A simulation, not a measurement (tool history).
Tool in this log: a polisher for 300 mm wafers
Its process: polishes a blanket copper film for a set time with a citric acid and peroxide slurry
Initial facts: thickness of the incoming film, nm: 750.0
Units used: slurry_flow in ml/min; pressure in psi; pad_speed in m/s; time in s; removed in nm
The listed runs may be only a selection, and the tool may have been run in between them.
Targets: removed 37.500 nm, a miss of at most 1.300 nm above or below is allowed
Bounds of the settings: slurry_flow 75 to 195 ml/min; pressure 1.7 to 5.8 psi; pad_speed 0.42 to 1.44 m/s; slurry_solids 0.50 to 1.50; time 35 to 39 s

run,day,slurry_flow,pressure,pad_speed,slurry_solids,time,removed
1,0.000,125,3.7,0.92,1.00,39,91.604
2,0.096,120,3.4,0.88,1.00,39,80.194
3,0.217,120,2.5,0.88,1.00,39,59.599
4,0.321,120,2.5,0.88,1.15,39,60.673
5,0.525,120,2.5,0.88,1.30,39,62.217
6,0.554,120,2.4,0.86,1.30,39,58.268
7,0.875,120,2.3,0.84,1.30,39,55.259
# day 1.158: slurry nozzle cleaned
8,1.158,120,2.2,0.82,1.30,39,58.923
9,1.308,115,2.1,0.76,1.20,38,49.808
10,1.517,115,2.0,0.74,1.20,38,45.867
11,1.696,95,1.7,0.66,1.20,38,33.926
12,1.967,105,1.7,0.66,1.20,38,35.702
13,2.321,105,1.7,0.66,1.20,38,34.239
14,2.371,110,1.7,0.66,1.20,38,34.499
15,2.675,130,1.9,0.66,1.20,38,40.475
16,2.967,125,1.9,0.66,1.20,38,40.367
17,3.192,115,1.9,0.66,1.20,38,39.230
18,3.250,110,1.9,0.66,1.20,38,39.095

Below are 5 possible settings for the next run. Only one of them brings all results inside the allowed miss of their targets. Which is it?
A,3.308,145,2.1,0.50,0.90,39,?
B,3.308,100,1.7,0.72,1.35,35,?
C,3.308,105,1.8,0.68,0.90,37,?
D,3.308,120,1.7,0.68,1.35,38,?
E,3.308,115,1.8,0.66,1.25,35,?

move,removed
A,34.868
B,35.617
C,35.424
D,38.448
E,35.417
A: pushes the last run's worst result past its target
B: pushes the last run's worst result past its target
C: pushes the last run's worst result past its target
D: each result inside its tolerance
E: pushes the last run's worst result past its target
So the answer is move D, the one that meets all the targets.
